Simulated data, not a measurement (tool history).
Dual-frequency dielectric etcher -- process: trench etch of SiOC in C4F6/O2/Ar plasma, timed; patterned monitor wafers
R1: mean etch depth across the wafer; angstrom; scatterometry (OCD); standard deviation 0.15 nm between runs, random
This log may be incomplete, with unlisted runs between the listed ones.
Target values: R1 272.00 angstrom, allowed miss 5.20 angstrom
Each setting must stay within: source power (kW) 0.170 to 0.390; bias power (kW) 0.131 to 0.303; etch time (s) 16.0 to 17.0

run 1 hour=0.0 | source_power_(kW)=0.280 bias_power_(kW)=0.217 etch_time_(s)=16.0 | R1=294.52
run 2 hour=2.6 | source_power_(kW)=0.320 bias_power_(kW)=0.217 etch_time_(s)=16.0 | R1=309.96
run 3 hour=4.5 | source_power_(kW)=0.300 bias_power_(kW)=0.214 etch_time_(s)=16.0 | R1=302.14
run 4 hour=7.1 | source_power_(kW)=0.290 bias_power_(kW)=0.212 etch_time_(s)=16.0 | R1=295.77
run 5 hour=14.2 | source_power_(kW)=0.290 bias_power_(kW)=0.212 etch_time_(s)=17.0 | R1=315.68
run 6 hour=19.4 | source_power_(kW)=0.290 bias_power_(kW)=0.212 etch_time_(s)=17.0 | R1=317.10
run 7 hour=22.8 | source_power_(kW)=0.270 bias_power_(kW)=0.209 etch_time_(s)=17.0 | R1=307.21
run 8 hour=26.4 | source_power_(kW)=0.260 bias_power_(kW)=0.207 etch_time_(s)=17.0 | R1=301.42
run 9 hour=27.2 | source_power_(kW)=0.250 bias_power_(kW)=0.205 etch_time_(s)=17.0 | R1=296.95

Exercise: of the 5 proposed moves below, exactly one satisfies all targets within the stated allowed misses. Which move is it?
run A hour=28.0 | source_power_(kW)=0.240 bias_power_(kW)=0.212 etch_time_(s)=16.5 | R1=?
run B hour=28.0 | source_power_(kW)=0.250 bias_power_(kW)=0.216 etch_time_(s)=16.0 | R1=?
run C hour=28.0 | source_power_(kW)=0.280 bias_power_(kW)=0.180 etch_time_(s)=17.0 | R1=?
run D hour=28.0 | source_power_(kW)=0.240 bias_power_(kW)=0.201 etch_time_(s)=16.5 | R1=?
run E hour=28.0 | source_power_(kW)=0.240 bias_power_(kW)=0.197 etch_time_(s)=16.0 | R1=?

move=A R1=288.64
move=B R1=285.12
move=C R1=296.09
move=D R1=283.71
move=E R1=273.35
A: an improvement on the last run, though not all results are within tolerance
B: an improvement on the last run, though not all results are within tolerance
C: roughly where the last run was
D: an improvement on the last run, though not all results are within tolerance
E: meets every target
Go with E: it meets all targets.

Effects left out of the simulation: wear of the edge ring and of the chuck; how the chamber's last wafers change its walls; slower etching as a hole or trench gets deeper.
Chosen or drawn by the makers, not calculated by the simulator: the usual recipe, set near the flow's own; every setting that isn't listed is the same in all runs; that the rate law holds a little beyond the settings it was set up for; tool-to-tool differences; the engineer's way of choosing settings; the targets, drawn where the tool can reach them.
